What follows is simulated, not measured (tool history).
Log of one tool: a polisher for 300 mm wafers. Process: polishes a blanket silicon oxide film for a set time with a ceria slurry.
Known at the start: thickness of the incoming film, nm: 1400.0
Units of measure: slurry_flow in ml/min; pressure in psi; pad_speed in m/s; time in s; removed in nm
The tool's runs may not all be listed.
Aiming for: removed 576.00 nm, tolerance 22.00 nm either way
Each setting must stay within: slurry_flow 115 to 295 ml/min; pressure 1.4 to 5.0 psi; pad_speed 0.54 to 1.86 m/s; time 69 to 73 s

run 1 hour=0.0 | slurry_flow=190 pressure=3.2 pad_speed=1.18 time=69 | removed=425.72
run 2 hour=3.5 | slurry_flow=190 pressure=3.5 pad_speed=1.18 time=69 | removed=453.00
run 3 hour=9.3 | slurry_flow=190 pressure=3.8 pad_speed=1.18 time=69 | removed=492.66
run 4 hour=14.2 | slurry_flow=155 pressure=3.8 pad_speed=1.18 time=69 | removed=475.55
run 5 hour=20.0 | slurry_flow=165 pressure=4.0 pad_speed=1.18 time=69 | removed=508.57
run 6 hour=24.3 | slurry_flow=175 pressure=4.1 pad_speed=1.18 time=69 | removed=518.99
run 7 hour=30.2 | slurry_flow=180 pressure=4.2 pad_speed=1.18 time=69 | removed=531.07
run 8 hour=31.4 | slurry_flow=180 pressure=4.3 pad_speed=1.18 time=69 | removed=545.66

Of the 5 settings listed for the next run, only one would bring every result within its allowed miss of target. Which one?
run A hour=32.6 | slurry_flow=205 pressure=4.4 pad_speed=1.08 time=69 | removed=?
run B hour=32.6 | slurry_flow=185 pressure=5.0 pad_speed=0.94 time=69 | removed=?
run C hour=32.6 | slurry_flow=185 pressure=4.5 pad_speed=1.06 time=71 | removed=?
run D hour=32.6 | slurry_flow=205 pressure=4.7 pad_speed=1.00 time=69 | removed=?
run E hour=32.6 | slurry_flow=185 pressure=4.4 pad_speed=1.20 time=70 | removed=?

move=A removed=523.68
move=B removed=509.21
move=C removed=533.57
move=D removed=516.74
move=E removed=581.04
A: moves away from the targets compared with the last run
B: moves away from the targets compared with the last run
C: moves away from the targets compared with the last run
D: moves away from the targets compared with the last run
E: all results land within tolerance of their targets
The right move is E.
